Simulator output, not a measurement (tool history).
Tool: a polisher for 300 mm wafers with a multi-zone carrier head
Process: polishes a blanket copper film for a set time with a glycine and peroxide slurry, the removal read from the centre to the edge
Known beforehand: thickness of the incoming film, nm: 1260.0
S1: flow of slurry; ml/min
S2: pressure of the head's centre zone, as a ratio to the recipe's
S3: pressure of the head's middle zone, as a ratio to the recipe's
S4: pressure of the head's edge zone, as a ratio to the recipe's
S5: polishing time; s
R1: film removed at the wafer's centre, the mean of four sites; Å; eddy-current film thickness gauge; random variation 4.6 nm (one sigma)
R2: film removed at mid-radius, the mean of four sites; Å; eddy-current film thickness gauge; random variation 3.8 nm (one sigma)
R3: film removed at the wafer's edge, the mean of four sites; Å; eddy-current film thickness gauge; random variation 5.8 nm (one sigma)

{"run": 1, "hour": 0.0, "S1": 260, "S2": 1.0, "S3": 1.0, "S4": 1.0, "S5": 89, "R1": 4177.9, "R2": 4134.7, "R3": 3976.4}
{"run": 2, "hour": 8.0, "S1": 220, "S2": 1.0, "S3": 1.0, "S4": 1.0, "S5": 89, "R1": 4061.1, "R2": 4020.2, "R3": 3953.3}
{"run": 3, "hour": 12.6, "S1": 245, "S2": 1.04, "S3": 1.05, "S4": 1.03, "S5": 91, "R1": 4306.3, "R2": 4304.5, "R3": 4161.5}
{"run": 4, "hour": 20.9, "S1": 245, "S2": 1.04, "S3": 0.98, "S4": 1.03, "S5": 91, "R1": 4367.7, "R2": 4063.1, "R3": 4199.0}
{"run": 5, "hour": 25.7, "S1": 245, "S2": 1.04, "S3": 0.98, "S4": 1.03, "S5": 101, "R1": 4771.3, "R2": 4488.7, "R3": 4687.9}
{"run": 6, "hour": 33.4, "S1": 245, "S2": 1.04, "S3": 0.89, "S4": 1.03, "S5": 101, "R1": 4760.7, "R2": 4150.6, "R3": 4629.4}

Forecast run 7:
{"run": 7, "hour": 41.9, "S1": 270, "S2": 1.05, "S3": 0.94, "S4": 1.0, "S5": 101, "R1": "?", "R2": "?", "R3": "?"}

{"run 7": {"R1": 4988.5, "R2": 4411.0, "R3": 4634.1}}
